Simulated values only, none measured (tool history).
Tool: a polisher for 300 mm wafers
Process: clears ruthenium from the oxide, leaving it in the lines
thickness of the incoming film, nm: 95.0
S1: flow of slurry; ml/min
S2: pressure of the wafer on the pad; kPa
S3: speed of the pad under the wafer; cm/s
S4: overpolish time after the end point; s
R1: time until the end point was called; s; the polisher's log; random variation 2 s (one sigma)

{"run": 1, "hour": 0.0, "S1": 155, "S2": 16.5, "S3": 78, "S4": 14, "R1": 77.67}
{"run": 2, "hour": 6.4, "S1": 180, "S2": 16.5, "S3": 78, "S4": 14, "R1": 77.779}
{"run": 3, "hour": 10.1, "S1": 180, "S2": 14.5, "S3": 74, "S4": 14, "R1": 90.567}
{"run": 4, "hour": 16.1, "S1": 180, "S2": 14.5, "S3": 74, "S4": 14, "R1": 92.485}
{"run": 5, "hour": 20.0, "S1": 180, "S2": 17.9, "S3": 74, "S4": 14, "R1": 73.286}
{"run": 6, "hour": 25.9, "S1": 180, "S2": 15.2, "S3": 72, "S4": 14, "R1": 92.12}

Forecast run 7:
{"run": 7, "hour": 26.8, "S1": 180, "S2": 15.2, "S3": 72, "S4": 14, "R1": "?"}

Run 7 gave R1 88.3 s.
